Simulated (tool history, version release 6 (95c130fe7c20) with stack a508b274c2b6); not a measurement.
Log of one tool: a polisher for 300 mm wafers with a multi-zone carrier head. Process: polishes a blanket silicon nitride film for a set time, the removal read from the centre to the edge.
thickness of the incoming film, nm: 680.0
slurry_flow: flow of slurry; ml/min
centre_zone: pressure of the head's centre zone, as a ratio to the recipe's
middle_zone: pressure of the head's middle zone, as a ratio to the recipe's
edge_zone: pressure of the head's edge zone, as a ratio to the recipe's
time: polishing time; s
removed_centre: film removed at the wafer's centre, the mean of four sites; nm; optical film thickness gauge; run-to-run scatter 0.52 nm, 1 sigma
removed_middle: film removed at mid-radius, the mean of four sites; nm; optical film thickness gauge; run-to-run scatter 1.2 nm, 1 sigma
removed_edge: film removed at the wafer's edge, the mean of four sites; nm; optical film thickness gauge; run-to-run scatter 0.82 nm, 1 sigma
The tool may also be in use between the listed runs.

run	day	slurry_flow	centre_zone	middle_zone	edge_zone	time	removed_centre	removed_middle	removed_edge
1	0	165	1	1	1	45	152.09	146.75	150.05
2	0.138	135	1	1	1	45	145.51	144.99	147.63
3	0.408	130	0.95	0.96	0.97	40	121.81	116.64	127.78
4	0.442	130	0.95	0.93	0.97	40	121.72	116.72	128.59
5	0.558	130	0.88	0.93	0.97	40	114.46	116.95	126.79
6	0.604	120	0.86	0.93	0.96	37	100.19	107.52	116.82
7	0.729	115	0.85	0.92	0.93	36	95.81	98.461	110.97
8	1.038	110	0.84	0.93	0.91	35	89.277	96.848	106.69
9	1.188	110	0.84	0.93	0.88	35	90.75	99.158	104.56

Run 10 comes next. What will it give?
10	1.279	100	0.81	0.87	0.87	32	?	?	?

Logged for run 10: removed_centre 76.792 nm, removed_middle 82.187 nm, removed_edge 92.64 nm.
